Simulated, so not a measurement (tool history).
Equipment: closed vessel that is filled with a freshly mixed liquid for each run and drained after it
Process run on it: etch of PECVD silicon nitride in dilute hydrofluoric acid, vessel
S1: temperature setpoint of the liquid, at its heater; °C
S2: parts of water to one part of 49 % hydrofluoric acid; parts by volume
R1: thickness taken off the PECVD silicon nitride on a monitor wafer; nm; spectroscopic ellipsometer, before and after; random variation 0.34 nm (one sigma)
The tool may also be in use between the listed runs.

Run 1, hour 0: S1 24 °C, S2 65 parts by volume, time in the liquid (s) 760. Result: R1 57.597 nm.
Run 2, hour 6.3: S1 24.5 °C, S2 65 parts by volume, time in the liquid (s) 760. Result: R1 59.103 nm.
Run 3, hour 9.5: S1 24.5 °C, S2 55 parts by volume, time in the liquid (s) 760. Result: R1 69.655 nm.
Run 4, hour 13: S1 24.5 °C, S2 55 parts by volume, time in the liquid (s) 810. Result: R1 74.577 nm.
Run 5, hour 16.8: S1 24.5 °C, S2 40 parts by volume, time in the liquid (s) 810. Result: R1 102.5 nm.
Run 6, hour 19.6: S1 24 °C, S2 40 parts by volume, time in the liquid (s) 810. Result: R1 98.795 nm.

Run 7, settings as shown, results not yet in. Your forecast:
Run 7, hour 26.3: S1 23.5 °C, S2 40 parts by volume, time in the liquid (s) 810. Result: R1 ?.

Run 7 yielded R1 95.604 nm.

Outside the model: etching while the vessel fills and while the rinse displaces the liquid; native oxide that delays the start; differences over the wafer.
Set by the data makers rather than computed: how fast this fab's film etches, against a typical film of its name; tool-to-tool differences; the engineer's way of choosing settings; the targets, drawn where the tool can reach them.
